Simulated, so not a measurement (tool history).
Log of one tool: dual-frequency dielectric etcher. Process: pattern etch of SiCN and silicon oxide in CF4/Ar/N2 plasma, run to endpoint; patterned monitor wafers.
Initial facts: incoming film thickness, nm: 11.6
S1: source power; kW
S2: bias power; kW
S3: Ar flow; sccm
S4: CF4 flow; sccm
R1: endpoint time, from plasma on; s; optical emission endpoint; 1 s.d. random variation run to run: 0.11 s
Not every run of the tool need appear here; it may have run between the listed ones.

run 1 day=0 | S1=0.56 S2=0.052 S3=82 S4=67 | R1=13.646
run 2 day=0.183 | S1=0.5 S2=0.051 S3=83 S4=67 | R1=15.197
run 3 day=0.371 | S1=0.5 S2=0.051 S3=83 S4=73 | R1=14.917
run 4 day=0.467 | S1=0.5 S2=0.051 S3=93 S4=73 | R1=15.199
run 5 day=0.517 | S1=0.5 S2=0.051 S3=93 S4=66 | R1=15.626
run 6 day=0.579 | S1=0.46 S2=0.051 S3=93 S4=66 | R1=16.532
run 7 day=0.758 | S1=0.43 S2=0.051 S3=93 S4=66 | R1=17.479

Run 8 comes next. What will it give?
run 8 day=1.021 | S1=0.41 S2=0.051 S3=93 S4=66 | R1=?

R1: 18.094 s
